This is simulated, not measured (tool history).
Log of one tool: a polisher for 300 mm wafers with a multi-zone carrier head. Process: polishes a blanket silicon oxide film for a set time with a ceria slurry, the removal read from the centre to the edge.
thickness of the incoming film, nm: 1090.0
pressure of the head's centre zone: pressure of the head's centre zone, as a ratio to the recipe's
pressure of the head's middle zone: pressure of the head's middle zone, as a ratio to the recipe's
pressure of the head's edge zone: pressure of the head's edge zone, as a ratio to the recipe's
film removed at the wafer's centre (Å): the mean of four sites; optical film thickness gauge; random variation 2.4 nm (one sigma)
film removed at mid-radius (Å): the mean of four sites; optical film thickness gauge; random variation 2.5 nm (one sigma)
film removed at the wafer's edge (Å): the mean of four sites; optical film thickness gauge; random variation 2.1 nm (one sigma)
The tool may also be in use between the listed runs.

run	hour	flow of slurry (ml/min)	pressure of the head's centre zone	pressure of the head's middle zone	pressure of the head's edge zone	polishing time (s)	film removed at the wafer's centre (Å)	film removed at mid-radius (Å)	film removed at the wafer's edge (Å)
1	0.0	265	1.00	1.00	1.00	73	3384.6	3252.1	3292.2
2	3.2	265	1.02	0.97	0.97	66	3173.2	2842.5	2972.2
3	10.7	265	0.94	0.97	0.97	66	2951.7	2883.2	2984.2
4	11.5	265	0.97	0.96	0.94	60	2785.0	2594.3	2601.3
5	14.3	260	0.97	0.93	0.92	58	2602.5	2423.0	2559.8
6	18.8	265	1.00	0.92	0.90	55	2557.0	2321.5	2404.5
7	26.4	265	1.03	0.91	0.88	53	2570.3	2165.3	2279.0
8	32.4	260	1.03	0.90	0.86	52	2462.1	2108.9	2186.4

Forecast run 9:
9	40.5	255	1.04	0.89	0.85	52	?	?	?

{"run 9": {"film removed at the wafer's centre (Å)": 2493.3, "film removed at mid-radius (Å)": 2158.8, "film removed at the wafer's edge (Å)": 2200.5}}

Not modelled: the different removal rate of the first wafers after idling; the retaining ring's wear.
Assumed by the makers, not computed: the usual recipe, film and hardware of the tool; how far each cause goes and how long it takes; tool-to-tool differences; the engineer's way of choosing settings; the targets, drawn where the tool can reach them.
